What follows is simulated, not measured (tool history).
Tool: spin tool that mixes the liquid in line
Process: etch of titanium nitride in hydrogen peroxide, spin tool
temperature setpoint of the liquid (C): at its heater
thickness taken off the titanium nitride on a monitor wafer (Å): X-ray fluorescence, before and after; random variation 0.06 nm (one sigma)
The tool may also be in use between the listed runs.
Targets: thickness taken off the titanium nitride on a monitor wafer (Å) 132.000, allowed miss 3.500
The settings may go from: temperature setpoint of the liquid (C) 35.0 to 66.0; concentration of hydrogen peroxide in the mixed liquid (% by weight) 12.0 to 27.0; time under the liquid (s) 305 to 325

run,hour,temperature setpoint of the liquid (C),concentration of hydrogen peroxide in the mixed liquid (% by weight),time under the liquid (s),thickness taken off the titanium nitride on a monitor wafer (Å)
1,0.0,51.0,18.0,305,97.392
2,8.2,51.0,14.0,305,92.340
3,16.5,51.5,14.0,305,95.791
4,23.0,51.5,12.0,305,92.445
5,25.1,51.5,14.0,305,95.760
6,31.5,51.5,14.0,325,101.760
7,33.9,52.0,14.0,325,106.500
# hour 39.0: heated supply line repaired
8,39.0,52.5,14.0,325,125.270

4 next moves are on the table. One of them brings every result within its allowed miss. Which?
A,44.1,53.5,12.0,310,?
B,44.1,54.0,12.5,315,?
C,44.1,54.0,15.0,325,?
D,44.1,53.5,12.5,310,?

move,thickness taken off the titanium nitride on a monitor wafer (Å)
A,125.810
B,133.570
C,143.170
D,126.890
A: nearer than the last run, and not there yet
B: meets every target
C: takes the result that was furthest off past its target
D: nearer than the last run, and not there yet
Move B is the one to make.

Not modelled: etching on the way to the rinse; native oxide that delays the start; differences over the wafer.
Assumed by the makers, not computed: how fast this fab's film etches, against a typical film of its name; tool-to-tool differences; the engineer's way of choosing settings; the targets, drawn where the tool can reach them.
